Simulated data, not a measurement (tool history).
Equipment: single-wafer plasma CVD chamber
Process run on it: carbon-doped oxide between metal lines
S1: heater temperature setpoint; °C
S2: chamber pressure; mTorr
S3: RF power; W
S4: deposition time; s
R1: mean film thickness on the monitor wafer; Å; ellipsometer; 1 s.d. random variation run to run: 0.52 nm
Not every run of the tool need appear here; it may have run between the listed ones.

run	hour	S1	S2	S3	S4	R1
1	0.0	370	6520	630	30.2	1689.7
2	7.1	370	7030	630	30.2	1689.9
3	13.3	362	7030	630	30.2	1729.3
4	15.5	362	7030	630	30.2	1727.6
5	23.9	362	7030	690	30.2	1792.0
6	27.8	362	7030	735	30.2	1852.6
7	32.1	366	6770	700	30.2	1784.2
8	34.8	366	6770	700	30.2	1789.3
9	41.7	370	6590	670	30.2	1736.0
10	43.4	373	6470	650	30.2	1697.3
11	46.6	376	6350	635	30.2	1666.8
12	49.1	378	6240	625	30.2	1652.7
13	57.2	380	6160	615	30.2	1639.2

Predict the results of run 14:
14	62.4	381	6090	605	30.2	?

Logged for run 14: R1 1617.5 Å.
